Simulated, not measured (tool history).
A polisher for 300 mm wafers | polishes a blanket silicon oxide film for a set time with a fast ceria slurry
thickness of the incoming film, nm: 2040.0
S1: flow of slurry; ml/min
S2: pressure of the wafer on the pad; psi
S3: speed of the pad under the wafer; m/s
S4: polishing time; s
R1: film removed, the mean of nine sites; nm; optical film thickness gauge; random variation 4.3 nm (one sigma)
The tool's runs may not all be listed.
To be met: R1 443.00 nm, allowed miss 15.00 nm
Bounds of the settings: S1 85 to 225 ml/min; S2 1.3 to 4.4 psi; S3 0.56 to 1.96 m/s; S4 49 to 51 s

run	hour	S1	S2	S3	S4	R1
1	0.0	145	2.8	1.26	49	804.13
2	4.9	145	2.3	1.26	49	671.53
3	11.8	180	2.3	1.26	49	697.05
4	15.2	175	2.1	1.24	49	624.77
5	21.0	175	2.1	1.54	49	784.13
6	24.9	170	1.9	1.46	49	660.97
7	28.4	170	1.9	1.46	49	668.79
8	35.6	165	1.8	1.42	49	614.94
9	39.1	160	1.7	1.40	49	572.51
10	44.1	150	1.6	1.40	49	536.38
11	52.1	110	1.3	1.38	49	410.80

5 next moves are on the table. One of them brings every result within its allowed miss. Which?
A	60.1	90	1.6	1.08	49	?
B	60.1	130	1.4	1.20	51	?
C	60.1	90	1.8	1.18	49	?
D	60.1	105	1.4	1.28	49	?
E	60.1	90	1.9	1.14	51	?

move	R1
A	364.44
B	413.95
C	440.14
D	401.48
E	464.78
A: further off than the last run
B: nearer than the last run, and not there yet
C: meets every target
D: further off than the last run
E: takes the result that was furthest off past its target
Move C is the one to make.
